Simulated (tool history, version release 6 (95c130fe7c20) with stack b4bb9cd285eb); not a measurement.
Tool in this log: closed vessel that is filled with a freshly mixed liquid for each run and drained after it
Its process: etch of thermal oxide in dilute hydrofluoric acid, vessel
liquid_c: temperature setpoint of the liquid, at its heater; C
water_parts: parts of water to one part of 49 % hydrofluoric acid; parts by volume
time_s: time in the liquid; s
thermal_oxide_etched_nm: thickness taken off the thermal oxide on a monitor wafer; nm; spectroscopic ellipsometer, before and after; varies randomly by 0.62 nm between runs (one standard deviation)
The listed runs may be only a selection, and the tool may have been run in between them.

run,hour,liquid_c,water_parts,time_s,thermal_oxide_etched_nm
1,0,24,265,3090,44.742
2,9.6,24,300,3090,38.141
3,11.4,26.5,270,3095,47.482
4,13.1,28,250,3095,54.863
5,15.7,31.5,250,3095,61.588
6,18.7,31.5,155,3095,112.13

Run 7, settings as shown, results not yet in. Your forecast:
7,23.4,28,160,3095,?

For run 7 the tool returned thermal_oxide_etched_nm 95.413 nm.
